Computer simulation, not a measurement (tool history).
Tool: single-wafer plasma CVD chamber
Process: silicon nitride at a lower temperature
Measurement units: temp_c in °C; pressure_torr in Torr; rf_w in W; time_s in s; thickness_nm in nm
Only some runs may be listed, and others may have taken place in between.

run 1 hour=0 | temp_c=360 pressure_torr=1.13 rf_w=350 time_s=14.9 | thickness_nm=18.833
run 2 hour=4.3 | temp_c=360 pressure_torr=1.22 rf_w=355 time_s=14.9 | thickness_nm=19.536
run 3 hour=9.2 | temp_c=360 pressure_torr=1.29 rf_w=360 time_s=14.9 | thickness_nm=20.174
run 4 hour=17.7 | temp_c=360 pressure_torr=1.39 rf_w=360 time_s=14.9 | thickness_nm=20.43
run 5 hour=23 | temp_c=360 pressure_torr=1.39 rf_w=360 time_s=14.2 | thickness_nm=19.665
run 6 hour=31.7 | temp_c=360 pressure_torr=1.51 rf_w=360 time_s=14.2 | thickness_nm=20.128
run 7 hour=39.1 | temp_c=360 pressure_torr=1.52 rf_w=370 time_s=14.2 | thickness_nm=20.621
run 8 hour=40 | temp_c=360 pressure_torr=1.52 rf_w=370 time_s=14.2 | thickness_nm=20.61
run 9 hour=46.3 | temp_c=360 pressure_torr=1.53 rf_w=375 time_s=14.2 | thickness_nm=20.876
run 10 hour=52.4 | temp_c=360 pressure_torr=1.54 rf_w=380 time_s=14.2 | thickness_nm=21.224

Estimate the outcome of run 11 from the log above:
run 11 hour=60.8 | temp_c=360 pressure_torr=1.55 rf_w=385 time_s=14.2 | thickness_nm=?

thickness_nm: 21.524 nm
